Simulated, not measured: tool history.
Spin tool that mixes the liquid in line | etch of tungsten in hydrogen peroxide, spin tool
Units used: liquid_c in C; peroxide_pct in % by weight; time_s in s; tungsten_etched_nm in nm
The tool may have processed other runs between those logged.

Run 1, day 0.000: liquid_c 47.0 C, peroxide_pct 22.5 % by weight, time_s 75 s. Result: tungsten_etched_nm 57.187 nm.
Run 2, day 0.100: liquid_c 47.0 C, peroxide_pct 20.0 % by weight, time_s 75 s. Result: tungsten_etched_nm 52.848 nm.
Run 3, day 0.371: liquid_c 50.5 C, peroxide_pct 20.0 % by weight, time_s 75 s. Result: tungsten_etched_nm 66.206 nm.
Run 4, day 0.592: liquid_c 56.5 C, peroxide_pct 20.0 % by weight, time_s 75 s. Result: tungsten_etched_nm 93.437 nm.
Run 5, day 0.612: liquid_c 56.5 C, peroxide_pct 25.0 % by weight, time_s 75 s. Result: tungsten_etched_nm 106.600 nm.
Run 6, day 0.892: liquid_c 56.5 C, peroxide_pct 25.0 % by weight, time_s 75 s. Result: tungsten_etched_nm 106.180 nm.
Run 7, day 1.012: liquid_c 54.0 C, peroxide_pct 25.0 % by weight, time_s 75 s. Result: tungsten_etched_nm 90.402 nm.
Run 8, day 1.079: liquid_c 46.0 C, peroxide_pct 24.5 % by weight, time_s 75 s. Result: tungsten_etched_nm 54.375 nm.
Run 9, day 1.404: liquid_c 45.0 C, peroxide_pct 24.5 % by weight, time_s 75 s. Result: tungsten_etched_nm 52.002 nm.
Run 10, day 1.762: liquid_c 44.0 C, peroxide_pct 24.5 % by weight, time_s 75 s. Result: tungsten_etched_nm 48.460 nm.
Run 11, day 1.858: liquid_c 43.0 C, peroxide_pct 24.5 % by weight, time_s 75 s. Result: tungsten_etched_nm 46.023 nm.

What will run 12 give?
Run 12, day 2.179: liquid_c 42.0 C, peroxide_pct 24.5 % by weight, time_s 75 s. Result: tungsten_etched_nm ?.

tungsten_etched_nm: 42.995 nm
